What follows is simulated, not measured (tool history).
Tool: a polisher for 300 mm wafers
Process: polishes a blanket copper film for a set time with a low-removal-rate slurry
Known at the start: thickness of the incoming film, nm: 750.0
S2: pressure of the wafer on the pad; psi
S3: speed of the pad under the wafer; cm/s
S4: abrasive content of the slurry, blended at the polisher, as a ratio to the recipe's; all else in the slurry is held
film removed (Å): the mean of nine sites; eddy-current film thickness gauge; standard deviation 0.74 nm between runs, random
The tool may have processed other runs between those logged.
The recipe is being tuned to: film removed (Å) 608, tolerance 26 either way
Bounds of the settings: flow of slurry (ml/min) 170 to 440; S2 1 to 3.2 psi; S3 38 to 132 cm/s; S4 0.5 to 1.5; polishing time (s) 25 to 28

Run 1, hour 0: flow of slurry (ml/min) 280, S2 2.1 psi, S3 84 cm/s, S4 1, polishing time (s) 28. Result: film removed (Å) 401.95.
Run 2, hour 0.7: flow of slurry (ml/min) 280, S2 2.3 psi, S3 84 cm/s, S4 1, polishing time (s) 28. Result: film removed (Å) 422.29.
Run 3, hour 3.2: flow of slurry (ml/min) 280, S2 2.3 psi, S3 84 cm/s, S4 1, polishing time (s) 28. Result: film removed (Å) 427.3.
Run 4, hour 7.1: flow of slurry (ml/min) 280, S2 2.3 psi, S3 84 cm/s, S4 1, polishing time (s) 25. Result: film removed (Å) 381.09.
Run 5, hour 15.3: flow of slurry (ml/min) 280, S2 2.7 psi, S3 84 cm/s, S4 1, polishing time (s) 25. Result: film removed (Å) 456.93.
Run 6, hour 18.8: flow of slurry (ml/min) 280, S2 2.7 psi, S3 64 cm/s, S4 1, polishing time (s) 25. Result: film removed (Å) 353.3.
Run 7, hour 22.2: flow of slurry (ml/min) 280, S2 2.8 psi, S3 70 cm/s, S4 1, polishing time (s) 25. Result: film removed (Å) 390.58.
Run 8, hour 24: flow of slurry (ml/min) 280, S2 2.9 psi, S3 76 cm/s, S4 1, polishing time (s) 25. Result: film removed (Å) 432.19.
Run 9, hour 30.8: flow of slurry (ml/min) 280, S2 3 psi, S3 80 cm/s, S4 1, polishing time (s) 25. Result: film removed (Å) 481.91.

Pick the move, out of 4, that brings all results within their allowed miss; only one does.
Run A, hour 37.6: flow of slurry (ml/min) 295, S2 3 psi, S3 92 cm/s, S4 1.1, polishing time (s) 27. Result: film removed (Å) ?.
Run B, hour 37.6: flow of slurry (ml/min) 255, S2 3.2 psi, S3 98 cm/s, S4 1, polishing time (s) 28. Result: film removed (Å) ?.
Run C, hour 37.6: flow of slurry (ml/min) 220, S2 3.1 psi, S3 66 cm/s, S4 1, polishing time (s) 27. Result: film removed (Å) ?.
Run D, hour 37.6: flow of slurry (ml/min) 200, S2 2.7 psi, S3 102 cm/s, S4 0.9, polishing time (s) 26. Result: film removed (Å) ?.

move  film removed (Å)
   A            603.94
   B            685.11
   C            428.45
   D             530.7
A: every result lands within tolerance
B: carries the result that was furthest off beyond its target, to the other side
C: misses by more than the last run did
D: an improvement on the last run, though not all results are within tolerance
A meets every target.
